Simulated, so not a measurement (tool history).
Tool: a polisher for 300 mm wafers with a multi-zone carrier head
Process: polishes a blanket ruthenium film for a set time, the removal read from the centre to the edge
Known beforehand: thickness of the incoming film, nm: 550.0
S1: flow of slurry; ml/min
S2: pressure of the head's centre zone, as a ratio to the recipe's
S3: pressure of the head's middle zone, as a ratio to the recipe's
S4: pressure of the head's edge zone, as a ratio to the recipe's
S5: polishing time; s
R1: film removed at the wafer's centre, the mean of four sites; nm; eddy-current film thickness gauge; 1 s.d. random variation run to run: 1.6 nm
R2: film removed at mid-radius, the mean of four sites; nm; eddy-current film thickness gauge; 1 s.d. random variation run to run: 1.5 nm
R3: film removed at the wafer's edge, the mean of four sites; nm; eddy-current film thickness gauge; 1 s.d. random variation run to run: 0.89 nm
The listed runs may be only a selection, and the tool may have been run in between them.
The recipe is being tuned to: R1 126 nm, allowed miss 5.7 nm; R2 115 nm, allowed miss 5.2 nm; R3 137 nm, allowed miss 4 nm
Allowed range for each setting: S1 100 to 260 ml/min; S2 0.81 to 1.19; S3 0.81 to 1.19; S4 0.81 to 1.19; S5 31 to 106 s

run    day   S1    S2    S3    S4  S5      R1      R2      R3
  1      0  165     1     1     1  68  83.829  82.004  86.065
  2  0.154  165     1     1  1.04  68   81.68  83.976  88.032
  3  0.342  165     1     1  1.04  74  92.389  90.731  96.157
  4  0.521  165  0.93     1  1.04  74   86.78  92.632  96.689
  5  0.629  165  0.93  1.03  1.04  74  84.713  92.169  96.604
  6  0.708  165  0.89  1.03  1.04  74  81.155  92.715  95.997
  7   0.95  170  0.91  0.99  1.08  78  87.232  95.234  103.86
     1.267  -- worn pad replaced by a new one
  8  1.267  175  0.94  0.98   1.1  82  108.47  109.19  121.32

5 candidate next runs follow, results not yet known. Just one meets every target within its allowed miss. Identify it.
  A  1.583  145  0.95  1.08  1.05  89   ?   ?   ?
  B  1.583  225  0.98  0.88  1.09  90   ?   ?   ?
  C  1.583  240  0.85  1.04  1.11  89   ?   ?   ?
  D  1.583  215     1  1.06     1  88   ?   ?   ?
  E  1.583  165  1.19  1.02  0.85  80   ?   ?   ?

move      R1      R2      R3
   A   113.6  127.21  126.83
   B  124.94  113.62  135.71
   C  107.93  130.17  135.81
   D  124.19  129.28  126.43
   E  130.22  110.44  104.42
A: closer than the last run, but not yet in spec
B: all results in spec
C: meets the target for the result that was furthest off, but another lies outside its allowed miss
D: closer than the last run, but not yet in spec
E: misses by more than the last run did
Answer: B

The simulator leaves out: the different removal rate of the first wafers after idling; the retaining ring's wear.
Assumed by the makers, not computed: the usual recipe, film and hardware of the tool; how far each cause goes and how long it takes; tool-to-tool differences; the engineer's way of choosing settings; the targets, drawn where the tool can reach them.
